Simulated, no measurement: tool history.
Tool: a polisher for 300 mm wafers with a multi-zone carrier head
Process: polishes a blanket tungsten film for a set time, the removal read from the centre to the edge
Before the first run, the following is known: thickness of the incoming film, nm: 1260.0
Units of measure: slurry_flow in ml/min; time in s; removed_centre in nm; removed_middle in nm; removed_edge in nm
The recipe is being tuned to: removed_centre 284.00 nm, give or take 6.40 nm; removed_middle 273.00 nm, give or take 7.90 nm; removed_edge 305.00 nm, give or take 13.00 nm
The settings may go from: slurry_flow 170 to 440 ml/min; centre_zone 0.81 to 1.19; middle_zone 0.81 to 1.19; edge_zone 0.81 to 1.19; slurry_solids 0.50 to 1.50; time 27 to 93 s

{"run": 1, "day": 0.0, "slurry_flow": 280, "centre_zone": 1.0, "middle_zone": 1.0, "edge_zone": 1.0, "slurry_solids": 1.0, "time": 59, "removed_centre": 213.22, "removed_middle": 218.08, "removed_edge": 211.87}
{"run": 2, "day": 0.175, "slurry_flow": 280, "centre_zone": 1.0, "middle_zone": 1.0, "edge_zone": 1.0, "slurry_solids": 1.15, "time": 59, "removed_centre": 222.01, "removed_middle": 224.08, "removed_edge": 225.81}
{"run": 3, "day": 0.288, "slurry_flow": 280, "centre_zone": 1.0, "middle_zone": 1.0, "edge_zone": 1.0, "slurry_solids": 1.15, "time": 44, "removed_centre": 163.25, "removed_middle": 167.01, "removed_edge": 173.52}
{"run": 4, "day": 0.571, "slurry_flow": 280, "centre_zone": 1.0, "middle_zone": 0.95, "edge_zone": 1.0, "slurry_solids": 1.15, "time": 44, "removed_centre": 167.09, "removed_middle": 161.0, "removed_edge": 167.52}
{"run": 5, "day": 0.675, "slurry_flow": 280, "centre_zone": 1.0, "middle_zone": 0.91, "edge_zone": 1.0, "slurry_solids": 1.15, "time": 44, "removed_centre": 164.48, "removed_middle": 158.18, "removed_edge": 168.61}
{"run": 6, "day": 0.817, "slurry_flow": 290, "centre_zone": 1.02, "middle_zone": 0.96, "edge_zone": 1.05, "slurry_solids": 1.25, "time": 49, "removed_centre": 192.65, "removed_middle": 186.93, "removed_edge": 196.43}
{"run": 7, "day": 1.117, "slurry_flow": 260, "centre_zone": 1.03, "middle_zone": 0.97, "edge_zone": 1.09, "slurry_solids": 1.3, "time": 54, "removed_centre": 215.04, "removed_middle": 209.6, "removed_edge": 214.79}
{"run": 8, "day": 1.371, "slurry_flow": 310, "centre_zone": 1.02, "middle_zone": 0.96, "edge_zone": 1.12, "slurry_solids": 1.35, "time": 56, "removed_centre": 228.65, "removed_middle": 217.55, "removed_edge": 235.62}
{"run": 9, "day": 1.583, "slurry_flow": 340, "centre_zone": 1.02, "middle_zone": 0.98, "edge_zone": 1.14, "slurry_solids": 1.4, "time": 58, "removed_centre": 238.57, "removed_middle": 234.66, "removed_edge": 244.0}
{"run": 10, "day": 1.95, "slurry_flow": 340, "centre_zone": 1.01, "middle_zone": 0.96, "edge_zone": 1.15, "slurry_solids": 1.45, "time": 61, "removed_centre": 252.1, "removed_middle": 244.96, "removed_edge": 257.88}
{"run": 11, "day": 2.188, "slurry_flow": 335, "centre_zone": 1.0, "middle_zone": 0.94, "edge_zone": 1.16, "slurry_solids": 1.45, "time": 64, "removed_centre": 262.4, "removed_middle": 254.95, "removed_edge": 282.27}
{"day": 2.542, "done": "worn pad replaced by a new one"}
{"run": 12, "day": 2.542, "slurry_flow": 360, "centre_zone": 1.02, "middle_zone": 0.95, "edge_zone": 1.19, "slurry_solids": 1.5, "time": 67, "removed_centre": 316.36, "removed_middle": 304.45, "removed_edge": 335.75}
{"run": 13, "day": 2.775, "slurry_flow": 330, "centre_zone": 1.02, "middle_zone": 0.95, "edge_zone": 1.18, "slurry_solids": 1.5, "time": 67, "removed_centre": 315.24, "removed_middle": 300.67, "removed_edge": 324.0}
{"run": 14, "day": 3.062, "slurry_flow": 335, "centre_zone": 1.01, "middle_zone": 0.94, "edge_zone": 1.17, "slurry_solids": 1.5, "time": 67, "removed_centre": 310.55, "removed_middle": 299.29, "removed_edge": 321.45}

Exercise: of the 4 proposed moves below, exactly one satisfies all targets within the stated allowed misses. Which move is it?
{"run": "A", "day": 3.35, "slurry_flow": 350, "centre_zone": 0.99, "middle_zone": 0.9, "edge_zone": 1.17, "slurry_solids": 1.5, "time": 62, "removed_centre": "?", "removed_middle": "?", "removed_edge": "?"}
{"run": "B", "day": 3.35, "slurry_flow": 335, "centre_zone": 1.12, "middle_zone": 0.82, "edge_zone": 1.19, "slurry_solids": 1.35, "time": 63, "removed_centre": "?", "removed_middle": "?", "removed_edge": "?"}
{"run": "C", "day": 3.35, "slurry_flow": 375, "centre_zone": 0.87, "middle_zone": 0.83, "edge_zone": 1.19, "slurry_solids": 1.15, "time": 74, "removed_centre": "?", "removed_middle": "?", "removed_edge": "?"}
{"run": "D", "day": 3.35, "slurry_flow": 260, "centre_zone": 0.88, "middle_zone": 0.86, "edge_zone": 1.19, "slurry_solids": 1.3, "time": 71, "removed_centre": "?", "removed_middle": "?", "removed_edge": "?"}

move=A removed_centre=283.07 removed_middle=271.84 removed_edge=308.07
move=B removed_centre=315.58 removed_middle=253.94 removed_edge=305.71
move=C removed_centre=278.33 removed_middle=290.95 removed_edge=346.74
move=D removed_centre=269.51 removed_middle=285.00 removed_edge=335.31
A: in spec on every target
B: lands further from the targets than the last run did
C: corrects the largest miss of the last run, while another result sits out of spec
D: takes the biggest miss from the last run beyond its target
Move A is the one to make.

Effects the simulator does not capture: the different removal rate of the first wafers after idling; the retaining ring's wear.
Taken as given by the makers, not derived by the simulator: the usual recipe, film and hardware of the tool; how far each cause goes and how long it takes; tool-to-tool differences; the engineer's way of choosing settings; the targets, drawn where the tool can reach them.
